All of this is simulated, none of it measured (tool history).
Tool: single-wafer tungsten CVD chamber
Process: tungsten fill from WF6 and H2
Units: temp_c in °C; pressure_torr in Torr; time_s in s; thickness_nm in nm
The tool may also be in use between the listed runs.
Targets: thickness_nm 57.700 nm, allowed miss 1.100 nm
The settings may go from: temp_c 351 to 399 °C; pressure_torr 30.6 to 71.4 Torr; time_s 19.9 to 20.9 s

Run 1, hour 0.0: temp_c 375 °C, pressure_torr 51.0 Torr, time_s 20.9 s. Result: thickness_nm 52.452 nm.
Run 2, hour 0.5: temp_c 366 °C, pressure_torr 51.0 Torr, time_s 20.9 s. Result: thickness_nm 44.377 nm.
Run 3, hour 6.8: temp_c 366 °C, pressure_torr 51.0 Torr, time_s 19.9 s. Result: thickness_nm 42.095 nm.
Run 4, hour 12.9: temp_c 366 °C, pressure_torr 57.8 Torr, time_s 19.9 s. Result: thickness_nm 44.352 nm.
Run 5, hour 14.6: temp_c 370 °C, pressure_torr 58.0 Torr, time_s 19.9 s. Result: thickness_nm 47.894 nm.
Run 6, hour 20.9: temp_c 374 °C, pressure_torr 58.0 Torr, time_s 19.9 s. Result: thickness_nm 51.820 nm.
Run 7, hour 29.2: temp_c 376 °C, pressure_torr 58.1 Torr, time_s 19.9 s. Result: thickness_nm 53.729 nm.
Run 8, hour 35.1: temp_c 377 °C, pressure_torr 58.2 Torr, time_s 19.9 s. Result: thickness_nm 54.616 nm.
Run 9, hour 44.1: temp_c 378 °C, pressure_torr 58.2 Torr, time_s 19.9 s. Result: thickness_nm 55.707 nm.

Which of these 5 next moves meets every target?
Run A, hour 53.1: temp_c 378 °C, pressure_torr 60.7 Torr, time_s 20.2 s. Result: thickness_nm ?.
Run B, hour 53.1: temp_c 373 °C, pressure_torr 66.5 Torr, time_s 19.9 s. Result: thickness_nm ?.
Run C, hour 53.1: temp_c 375 °C, pressure_torr 62.1 Torr, time_s 19.9 s. Result: thickness_nm ?.
Run D, hour 53.1: temp_c 377 °C, pressure_torr 58.0 Torr, time_s 19.9 s. Result: thickness_nm ?.
Run E, hour 53.1: temp_c 376 °C, pressure_torr 59.4 Torr, time_s 19.9 s. Result: thickness_nm ?.

move  thickness_nm
   A        57.630
   B        53.830
   C        54.278
   D        54.696
   E        54.252
A: meets every target
B: further off than the last run
C: further off than the last run
D: further off than the last run
E: further off than the last run
Move A is the one to make.
